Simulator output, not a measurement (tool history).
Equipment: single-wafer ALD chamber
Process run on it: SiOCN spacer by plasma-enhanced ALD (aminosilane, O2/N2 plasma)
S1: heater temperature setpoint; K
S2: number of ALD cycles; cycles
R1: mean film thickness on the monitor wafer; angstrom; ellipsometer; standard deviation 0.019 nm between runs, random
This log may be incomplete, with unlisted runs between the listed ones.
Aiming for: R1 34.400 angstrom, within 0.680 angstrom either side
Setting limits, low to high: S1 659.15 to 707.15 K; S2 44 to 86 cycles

| run | hour | S1 | S2 | R1 |
|---|---|---|---|---|
| 1 | 0.0 | 683.15 | 65 | 39.732 |
| 2 | 5.4 | 683.15 | 71 | 42.990 |
| 3 | 10.1 | 683.15 | 63 | 38.442 |
| 4 | 16.5 | 684.15 | 62 | 37.515 |
| 5 | 19.2 | 686.15 | 62 | 37.130 |
| 6 | 19.8 | 686.15 | 68 | 41.002 |
| 7 | 25.8 | 687.15 | 67 | 40.332 |
| 8 | 26.5 | 688.15 | 66 | 39.729 |
| 9 | 32.4 | 688.15 | 65 | 38.914 |
| 10 | 40.4 | 689.15 | 64 | 37.969 |
| 11 | 46.7 | 690.15 | 64 | 38.138 |
| 12 | 48.8 | 691.15 | 63 | 37.313 |
| 13 | 49.6 | 692.15 | 63 | 37.062 |
| 14 | 51.0 | 693.15 | 63 | 37.446 |
| 15 | 53.4 | 693.15 | 62 | 36.835 |
| 16 | 55.3 | 695.15 | 60 | 35.190 |
| 17 | 63.9 | 697.15 | 60 | 35.401 |

Exercise: of the 5 proposed moves below, exactly one satisfies all targets within the stated allowed misses. Which move is it?
| A | 72.5 | 707.15 | 65 | ? |
| B | 72.5 | 692.15 | 60 | ? |
| C | 72.5 | 700.15 | 59 | ? |
| D | 72.5 | 705.15 | 64 | ? |
| E | 72.5 | 700.15 | 64 | ? |

| move | R1 |
|---|---|
| A | 37.115 |
| B | 35.756 |
| C | 34.376 |
| D | 36.757 |
| E | 37.289 |
A: lands further from the targets than the last run did
B: lands further from the targets than the last run did
C: every result within its allowed miss
D: lands further from the targets than the last run did
E: lands further from the targets than the last run did
Correct choice: C, which meets every target
